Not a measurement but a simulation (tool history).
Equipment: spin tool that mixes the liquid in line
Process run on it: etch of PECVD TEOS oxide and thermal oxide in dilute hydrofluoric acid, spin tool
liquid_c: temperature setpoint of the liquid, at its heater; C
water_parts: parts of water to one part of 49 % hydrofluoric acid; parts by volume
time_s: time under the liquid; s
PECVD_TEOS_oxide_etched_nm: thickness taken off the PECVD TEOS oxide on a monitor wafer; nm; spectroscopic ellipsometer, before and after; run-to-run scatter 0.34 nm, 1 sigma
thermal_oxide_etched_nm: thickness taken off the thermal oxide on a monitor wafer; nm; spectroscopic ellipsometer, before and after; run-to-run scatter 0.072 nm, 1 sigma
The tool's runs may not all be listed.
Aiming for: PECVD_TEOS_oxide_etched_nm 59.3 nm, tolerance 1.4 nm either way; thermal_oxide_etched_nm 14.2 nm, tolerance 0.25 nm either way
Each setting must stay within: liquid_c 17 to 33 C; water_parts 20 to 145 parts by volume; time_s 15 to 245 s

run,hour,liquid_c,water_parts,time_s,PECVD_TEOS_oxide_etched_nm,thermal_oxide_etched_nm
1,0,25,80,125,34.647,8.3281
2,3.5,25,70,125,40.326,9.6153
3,10.2,23.5,70,125,37.748,9.0918
4,18.5,23.5,95,125,27.056,6.4157
5,24.1,20,95,125,23.138,5.6282
6,27.9,20,95,145,27.106,6.5005
7,30.4,22,90,145,31.313,7.5563
8,31.9,23.5,85,145,35.711,8.465
9,37.1,25,80,145,39.852,9.6575
10,37.9,29,60,150,66.718,16.053
11,39.7,28.5,60,150,65.394,15.621
12,41.1,28,60,150,64.64,15.379
13,45.3,28,60,150,63.707,15.383
14,53.2,27.5,60,150,63.396,14.993
15,60.8,27,60,150,61.933,14.644
16,61.5,26.5,60,150,60.352,14.505

5 next moves are on the table. One of them brings every result within its allowed miss. Which?
A,62.2,31,80,170,?,?
B,62.2,19,55,175,?,?
C,62.2,23,65,175,?,?
D,62.2,25,70,175,?,?
E,62.2,26,60,145,?,?

move,PECVD_TEOS_oxide_etched_nm,thermal_oxide_etched_nm
A,59.529,14.293
B,56.842,13.648
C,56.172,13.487
D,56.206,13.495
E,57.326,13.764
A: every result within its allowed miss
B: moves the result that the last run missed by most past its target, out the other side
C: moves the result that the last run missed by most past its target, out the other side
D: moves the result that the last run missed by most past its target, out the other side
E: moves the result that the last run missed by most past its target, out the other side
The right move is A.
